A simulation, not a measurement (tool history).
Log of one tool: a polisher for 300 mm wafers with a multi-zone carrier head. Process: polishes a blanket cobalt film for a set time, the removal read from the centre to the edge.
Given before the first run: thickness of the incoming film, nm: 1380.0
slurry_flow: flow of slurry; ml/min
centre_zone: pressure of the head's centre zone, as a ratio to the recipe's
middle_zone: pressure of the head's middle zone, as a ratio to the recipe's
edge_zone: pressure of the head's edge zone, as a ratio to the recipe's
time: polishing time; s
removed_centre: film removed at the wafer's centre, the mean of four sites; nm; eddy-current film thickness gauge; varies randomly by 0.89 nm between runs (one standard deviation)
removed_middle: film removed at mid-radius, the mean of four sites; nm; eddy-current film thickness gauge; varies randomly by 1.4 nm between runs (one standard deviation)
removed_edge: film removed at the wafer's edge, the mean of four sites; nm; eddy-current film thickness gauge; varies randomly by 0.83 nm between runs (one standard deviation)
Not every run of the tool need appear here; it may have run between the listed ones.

{"run": 1, "hour": 0.0, "slurry_flow": 235, "centre_zone": 1, "middle_zone": 1, "edge_zone": 1, "time": 53, "removed_centre": 179.54, "removed_middle": 173.63, "removed_edge": 175.51}
{"run": 2, "hour": 7.1, "slurry_flow": 235, "centre_zone": 1.08, "middle_zone": 1, "edge_zone": 1, "time": 53, "removed_centre": 189.95, "removed_middle": 174.41, "removed_edge": 174.74}
{"run": 3, "hour": 13.9, "slurry_flow": 210, "centre_zone": 1.04, "middle_zone": 1, "edge_zone": 0.95, "time": 45, "removed_centre": 155.64, "removed_middle": 146.47, "removed_edge": 144.01}
{"run": 4, "hour": 17.0, "slurry_flow": 190, "centre_zone": 1.01, "middle_zone": 1.01, "edge_zone": 0.92, "time": 39, "removed_centre": 130.45, "removed_middle": 127.3, "removed_edge": 123.61}
{"run": 5, "hour": 21.4, "slurry_flow": 185, "centre_zone": 1, "middle_zone": 1.02, "edge_zone": 0.9, "time": 35, "removed_centre": 114.2, "removed_middle": 113.49, "removed_edge": 108.22}
{"run": 6, "hour": 27.5, "slurry_flow": 185, "centre_zone": 0.99, "middle_zone": 1.03, "edge_zone": 0.88, "time": 33, "removed_centre": 107.69, "removed_middle": 104.85, "removed_edge": 101.71}

Run 7 has not been measured yet. What should we expect?
{"run": 7, "hour": 29.4, "slurry_flow": 180, "centre_zone": 0.98, "middle_zone": 1.06, "edge_zone": 0.86, "time": 32, "removed_centre": "?", "removed_middle": "?", "removed_edge": "?"}

Logged for run 7: removed_centre 103 nm, removed_middle 105.93 nm, removed_edge 96.776 nm.
